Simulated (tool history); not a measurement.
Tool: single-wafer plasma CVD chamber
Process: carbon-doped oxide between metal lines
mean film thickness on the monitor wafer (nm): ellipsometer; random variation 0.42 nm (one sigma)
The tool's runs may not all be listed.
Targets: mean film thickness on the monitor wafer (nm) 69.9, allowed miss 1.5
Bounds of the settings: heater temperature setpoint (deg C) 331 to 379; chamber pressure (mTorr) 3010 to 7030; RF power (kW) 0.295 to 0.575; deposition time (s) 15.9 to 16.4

run,hour,heater temperature setpoint (deg C),chamber pressure (mTorr),RF power (kW),deposition time (s),mean film thickness on the monitor wafer (nm)
1,0,355,5020,0.435,15.9,78.246
2,2.1,357,4810,0.425,15.9,75.845
3,9.2,357,4810,0.485,15.9,83.424
4,14.5,357,4810,0.485,15.9,83.873
5,21.4,357,4810,0.485,15.9,83.596
6,28.6,359,4560,0.47,15.9,80.988
7,35.2,360,4450,0.455,15.9,78.723
8,38,361,4350,0.44,15.9,75.254
9,42.9,363,4210,0.44,15.9,75.266
10,45.2,364,4070,0.435,15.9,74.244
11,49.5,365,3960,0.43,15.9,72.721
12,58,366,3870,0.43,15.9,72.622
13,66,367,3790,0.43,15.9,71.14
14,67.4,368,3760,0.43,15.9,71.992

5 next moves are on the table. One of them brings every result within its allowed miss. Which?
A,68.8,356,3090,0.425,16.4,?
B,68.8,369,4080,0.425,16.4,?
C,68.8,352,3010,0.435,15.9,?
D,68.8,357,3010,0.415,15.9,?
E,68.8,362,3630,0.445,15.9,?

move,mean film thickness on the monitor wafer (nm)
A,74.4
B,74.183
C,74.146
D,70.561
E,74.667
A: further off than the last run
B: further off than the last run
C: further off than the last run
D: meets every target
E: further off than the last run
The right move is D.

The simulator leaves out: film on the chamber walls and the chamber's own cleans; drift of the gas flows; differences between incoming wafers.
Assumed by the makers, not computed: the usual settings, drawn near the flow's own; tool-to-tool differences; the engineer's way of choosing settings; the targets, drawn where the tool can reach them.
